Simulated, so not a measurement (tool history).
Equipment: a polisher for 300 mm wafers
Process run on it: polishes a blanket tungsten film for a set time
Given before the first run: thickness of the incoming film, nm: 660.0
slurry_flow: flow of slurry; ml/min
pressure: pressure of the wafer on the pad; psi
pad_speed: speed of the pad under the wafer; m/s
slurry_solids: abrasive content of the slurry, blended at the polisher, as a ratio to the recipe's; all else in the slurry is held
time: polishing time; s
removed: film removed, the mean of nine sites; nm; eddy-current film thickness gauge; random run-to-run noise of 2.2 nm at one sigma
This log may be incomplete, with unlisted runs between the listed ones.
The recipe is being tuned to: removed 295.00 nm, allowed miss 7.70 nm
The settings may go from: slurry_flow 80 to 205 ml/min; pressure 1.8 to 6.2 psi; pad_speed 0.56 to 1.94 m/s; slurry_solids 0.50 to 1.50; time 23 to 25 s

run 1 hour=0.0 | slurry_flow=135 pressure=4.0 pad_speed=1.24 slurry_solids=1.00 time=25 | removed=135.87
run 2 hour=2.4 | slurry_flow=145 pressure=4.6 pad_speed=1.30 slurry_solids=1.00 time=25 | removed=163.87
run 3 hour=3.5 | slurry_flow=150 pressure=5.0 pad_speed=1.36 slurry_solids=1.00 time=25 | removed=183.06
run 4 hour=12.2 | slurry_flow=150 pressure=5.3 pad_speed=1.44 slurry_solids=1.00 time=25 | removed=209.09
-- hour=16.3 slurry blender recalibrated
run 5 hour=16.3 | slurry_flow=150 pressure=5.5 pad_speed=1.50 slurry_solids=1.00 time=25 | removed=230.36
run 6 hour=17.5 | slurry_flow=150 pressure=6.2 pad_speed=1.50 slurry_solids=1.00 time=25 | removed=260.24
run 7 hour=18.2 | slurry_flow=155 pressure=6.2 pad_speed=1.54 slurry_solids=1.00 time=25 | removed=267.22
run 8 hour=25.0 | slurry_flow=155 pressure=6.2 pad_speed=1.58 slurry_solids=1.00 time=25 | removed=275.55
run 9 hour=33.1 | slurry_flow=155 pressure=6.2 pad_speed=1.60 slurry_solids=1.00 time=25 | removed=279.66

5 next moves are on the table. One of them brings every result within its allowed miss. Which?
run A hour=41.2 | slurry_flow=155 pressure=6.2 pad_speed=1.72 slurry_solids=1.10 time=24 | removed=?
run B hour=41.2 | slurry_flow=185 pressure=6.2 pad_speed=1.74 slurry_solids=1.10 time=25 | removed=?
run C hour=41.2 | slurry_flow=120 pressure=6.2 pad_speed=1.60 slurry_solids=1.10 time=25 | removed=?
run D hour=41.2 | slurry_flow=115 pressure=5.8 pad_speed=1.78 slurry_solids=1.15 time=24 | removed=?
run E hour=41.2 | slurry_flow=145 pressure=6.1 pad_speed=1.68 slurry_solids=0.90 time=25 | removed=?

move=A removed=288.51
move=B removed=311.35
move=C removed=269.10
move=D removed=268.78
move=E removed=276.53
A: meets every target
B: the result that was furthest off in the last run now lies on the other side of its target
C: lands further from the targets than the last run did
D: lands further from the targets than the last run did
E: lands further from the targets than the last run did
Move A is the one to make.
